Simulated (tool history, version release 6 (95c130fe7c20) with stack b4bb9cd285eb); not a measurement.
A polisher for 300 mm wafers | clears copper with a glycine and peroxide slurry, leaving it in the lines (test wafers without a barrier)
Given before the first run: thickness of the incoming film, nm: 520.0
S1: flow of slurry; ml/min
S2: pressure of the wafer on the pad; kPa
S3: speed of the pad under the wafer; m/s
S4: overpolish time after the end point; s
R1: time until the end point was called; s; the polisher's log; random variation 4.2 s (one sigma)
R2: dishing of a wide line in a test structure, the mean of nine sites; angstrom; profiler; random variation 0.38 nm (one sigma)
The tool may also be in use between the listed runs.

{"run": 1, "hour": 0.0, "S1": 130, "S2": 17.2, "S3": 0.92, "S4": 25, "R1": 124.46, "R2": 659.12}
{"run": 2, "hour": 6.2, "S1": 120, "S2": 15.2, "S3": 0.86, "S4": 22, "R1": 143.62, "R2": 520.96}
{"run": 3, "hour": 13.5, "S1": 150, "S2": 15.2, "S3": 0.86, "S4": 22, "R1": 139.22, "R2": 508.36}
{"run": 4, "hour": 18.4, "S1": 155, "S2": 13.8, "S3": 0.8, "S4": 19, "R1": 156.15, "R2": 411.18}
{"run": 5, "hour": 24.8, "S1": 155, "S2": 11.7, "S3": 0.8, "S4": 19, "R1": 170.26, "R2": 380.78}
{"run": 6, "hour": 32.6, "S1": 165, "S2": 11, "S3": 0.74, "S4": 17, "R1": 190.03, "R2": 311.77}
{"run": 7, "hour": 35.0, "S1": 165, "S2": 11, "S3": 0.74, "S4": 17, "R1": 188.42, "R2": 324.4}
{"run": 8, "hour": 42.8, "S1": 170, "S2": 10.3, "S3": 0.72, "S4": 15, "R1": 202.09, "R2": 275.63}
{"run": 9, "hour": 50.2, "S1": 175, "S2": 10.3, "S3": 0.7, "S4": 14, "R1": 201.24, "R2": 261.43}
{"run": 10, "hour": 55.7, "S1": 200, "S2": 7.6, "S3": 0.54, "S4": 8, "R1": 281.95, "R2": 115.84}
{"run": 11, "hour": 64.0, "S1": 195, "S2": 8.3, "S3": 0.54, "S4": 8, "R1": 264.83, "R2": 116.06}
{"run": 12, "hour": 67.2, "S1": 195, "S2": 8.3, "S3": 0.54, "S4": 8, "R1": 268.01, "R2": 124.03}
{"run": 13, "hour": 73.9, "S1": 190, "S2": 9, "S3": 0.54, "S4": 8, "R1": 247.76, "R2": 122.05}
{"run": 14, "hour": 81.8, "S1": 190, "S2": 9, "S3": 0.56, "S4": 9, "R1": 252.09, "R2": 138.35}
{"run": 15, "hour": 88.1, "S1": 185, "S2": 9.7, "S3": 0.62, "S4": 16, "R1": 223.02, "R2": 266.99}
{"run": 16, "hour": 93.4, "S1": 185, "S2": 9.7, "S3": 0.6, "S4": 15, "R1": 231.12, "R2": 237.5}
{"run": 17, "hour": 95.0, "S1": 190, "S2": 9.7, "S3": 0.56, "S4": 8, "R1": 238.72, "R2": 128.49}

Expected results for the next run?
{"run": 18, "hour": 95.7, "S1": 190, "S2": 9.7, "S3": 0.58, "S4": 9, "R1": "?", "R2": "?"}

{"run 18": {"R1": 242.57, "R2": 149.97}}
